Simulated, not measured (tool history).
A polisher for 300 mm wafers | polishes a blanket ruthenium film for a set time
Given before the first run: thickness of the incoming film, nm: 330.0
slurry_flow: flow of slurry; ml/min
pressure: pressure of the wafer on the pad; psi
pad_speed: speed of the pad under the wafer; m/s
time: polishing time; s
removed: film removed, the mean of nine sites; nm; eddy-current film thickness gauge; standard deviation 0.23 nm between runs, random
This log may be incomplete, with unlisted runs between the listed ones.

run    day  slurry_flow  pressure  pad_speed  time  removed
  1      0          215       1.8          1    69   70.547
  2  0.142          210       1.6       0.96    69   61.525
  3  0.354          210       1.6       0.96    69   61.832
  4  0.658          205       1.4        0.9    69   52.088
  5  0.708          205       1.4       1.02    69    59.74
  6  0.746          205       1.4       1.02    69   58.979
  7  0.796          200       1.3       0.96    69   52.297
  8    0.9          195       1.2       0.92    69   46.686
  9  0.992          185       1.1        0.9    69   42.855
 10  1.325          175         1       0.88    69   39.328

Run 11 is up next; what results do you expect?
 11  1.483          155       0.8        0.8    69        ?

For run 11 the tool returned removed 30.208 nm.

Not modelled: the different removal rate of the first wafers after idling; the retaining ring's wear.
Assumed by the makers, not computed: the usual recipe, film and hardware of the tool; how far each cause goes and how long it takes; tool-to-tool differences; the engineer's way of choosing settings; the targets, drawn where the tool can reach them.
